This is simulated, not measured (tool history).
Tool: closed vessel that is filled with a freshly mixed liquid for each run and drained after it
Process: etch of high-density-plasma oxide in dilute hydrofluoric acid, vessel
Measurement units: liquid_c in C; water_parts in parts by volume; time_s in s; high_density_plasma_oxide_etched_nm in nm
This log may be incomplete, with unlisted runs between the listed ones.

run,hour,liquid_c,water_parts,time_s,high_density_plasma_oxide_etched_nm
1,0.0,25.0,60,570,54.953
2,8.4,27.0,50,580,73.711
3,11.8,28.5,45,590,88.876
4,13.4,29.5,40,595,106.290
5,18.6,29.5,40,615,109.740
6,23.0,30.5,35,615,130.870
7,28.8,31.0,35,615,134.100
8,31.9,31.5,35,615,137.110
9,37.0,32.0,35,615,139.690

Forecast run 10:
10,38.1,33.0,20,615,?

Run 10 measured high_density_plasma_oxide_etched_nm 260.050 nm.
